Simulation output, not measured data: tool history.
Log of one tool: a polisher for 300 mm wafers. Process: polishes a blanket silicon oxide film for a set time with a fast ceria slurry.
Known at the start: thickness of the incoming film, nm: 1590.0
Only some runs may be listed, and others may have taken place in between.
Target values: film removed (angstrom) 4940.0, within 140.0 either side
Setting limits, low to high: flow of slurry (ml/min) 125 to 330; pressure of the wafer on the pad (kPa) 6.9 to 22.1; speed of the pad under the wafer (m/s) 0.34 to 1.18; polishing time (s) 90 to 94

run	hour	flow of slurry (ml/min)	pressure of the wafer on the pad (kPa)	speed of the pad under the wafer (m/s)	polishing time (s)	film removed (angstrom)
1	0.0	210	14.5	0.76	90	8677.6
2	9.0	210	14.5	0.76	94	8990.2
3	16.9	205	12.4	0.74	94	7609.4
4	19.0	240	12.4	0.74	94	7683.3
5	27.2	240	12.4	0.74	94	7685.4
6	29.0	215	12.4	0.74	94	7592.6
7	35.3	215	11.0	0.74	94	6771.6
8	37.0	210	9.7	0.74	94	5994.8
9	39.1	205	9.0	0.74	94	5613.3
10	44.5	205	9.0	0.74	94	5558.4
11	52.2	195	9.0	0.74	94	5469.0
12	58.0	160	7.6	0.74	94	4624.3
13	63.6	170	7.6	0.74	94	4656.4
14	64.5	180	7.6	0.74	94	4695.4
15	70.8	185	7.6	0.74	94	4698.5
# hour 79.7: head pressure recalibrated
16	79.7	190	7.6	0.74	94	5169.0
17	81.6	185	7.6	0.74	94	5112.9
18	86.6	170	6.9	0.74	94	4664.7

Which of these 5 next moves meets every target?
A	91.6	215	8.3	0.70	94	?
B	91.6	200	7.6	0.74	94	?
C	91.6	180	7.6	0.68	94	?
D	91.6	165	6.9	0.76	90	?
E	91.6	175	6.9	0.78	94	?

move	film removed (angstrom)
A	5383.4
B	5203.2
C	4755.6
D	4604.6
E	4954.6
A: moves the result that the last run missed by most past its target, out the other side
B: moves the result that the last run missed by most past its target, out the other side
C: better than the last run, though not everything is in spec
D: its largest miss is bigger than the last run's
E: meets every target
E is the move that brings every result within its allowed miss.
